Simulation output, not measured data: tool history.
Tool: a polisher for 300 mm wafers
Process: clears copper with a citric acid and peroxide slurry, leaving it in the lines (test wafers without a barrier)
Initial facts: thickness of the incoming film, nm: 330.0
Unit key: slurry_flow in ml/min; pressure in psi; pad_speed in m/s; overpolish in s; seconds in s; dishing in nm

run  hour  slurry_flow  pressure  pad_speed  slurry_solids  overpolish  seconds  dishing
  1     0          180       3.7       0.96              1          21    132.1   36.174
  2   5.5          175       3.1       0.96              1          23   154.98   34.122
  3  11.9          175       3.1       0.96           1.15          23   151.14   34.053
  4  17.3          175       3.1       0.76           1.15          23   186.39   28.462
  5  23.2          175       3.7       0.76           1.15          23   159.48   33.229
  6  26.3          175       3.7       0.76           1.15          17   158.69   24.768

Run 7 comes next. What will it give?
  7  33.2          160       3.4       0.76            1.1          20        ?        ?

Run 7 yielded seconds 177.93 s, dishing 26.674 nm.
